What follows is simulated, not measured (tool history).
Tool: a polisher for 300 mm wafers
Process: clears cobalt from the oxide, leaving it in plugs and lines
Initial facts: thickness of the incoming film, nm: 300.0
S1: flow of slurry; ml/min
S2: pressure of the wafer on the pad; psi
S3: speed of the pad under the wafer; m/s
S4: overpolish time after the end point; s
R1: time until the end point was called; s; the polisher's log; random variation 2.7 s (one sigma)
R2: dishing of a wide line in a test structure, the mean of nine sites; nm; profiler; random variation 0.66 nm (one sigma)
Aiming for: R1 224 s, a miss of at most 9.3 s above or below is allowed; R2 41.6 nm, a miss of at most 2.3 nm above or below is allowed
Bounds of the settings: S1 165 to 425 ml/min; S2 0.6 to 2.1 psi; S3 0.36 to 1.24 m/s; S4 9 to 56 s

run  hour   S1   S2    S3  S4      R1      R2
  1     0  275  1.3   0.8  29  128.49  45.006
  2   3.1  275  1.2   0.8  31  138.69  45.292
  3   4.9  275  1.1   0.8  32  150.78  41.762
  4   5.6  275  1.1   0.9  32   134.1  45.185
  5   9.1  275    1  0.88  34  152.57  45.106
  6  15.8  275    1  0.96  34  141.59  47.503
  7    24  275  0.9  0.94  35  158.81  44.638
  8  26.3  275  0.8  0.94  36  175.26  41.053
  9  28.8  275  0.8  0.94  38  176.91  43.377
 10  32.8  275  0.8  0.94  39  175.22  44.958
 11  34.5  275  0.8  0.94  40  179.06  43.227
 12  36.1  275  0.8  0.94  41  175.63   45.44
 13  39.4  275  0.8  0.94  42  179.29   46.46
 14  45.8  275  0.7  0.92  44  204.61  43.379
 15  53.1  275  0.7  0.92  44  204.22  42.508
 16  60.5  275  0.7  0.92  44  201.89  43.839
 17  63.3  275  0.6  0.92  45  233.32  40.518

Consider the 4 candidate settings below. Which is the only one whose results all fall within their allowed miss of target?
  A  66.1  275  0.7  0.84  38   ?   ?
  B  66.1  345  0.7  0.86  36   ?   ?
  C  66.1  265  0.7  0.84  45   ?   ?
  D  66.1  290  0.6   0.9  47   ?   ?

move      R1      R2
   A  218.71  36.637
   B  209.87  36.272
   C   219.5    41.4
   D  236.11  40.579
A: gets the furthest-off result to its target, but another result is out of tolerance
B: takes the result that was furthest off past its target
C: every result within its allowed miss
D: misses by more than the last run did
The move that meets every target is C.
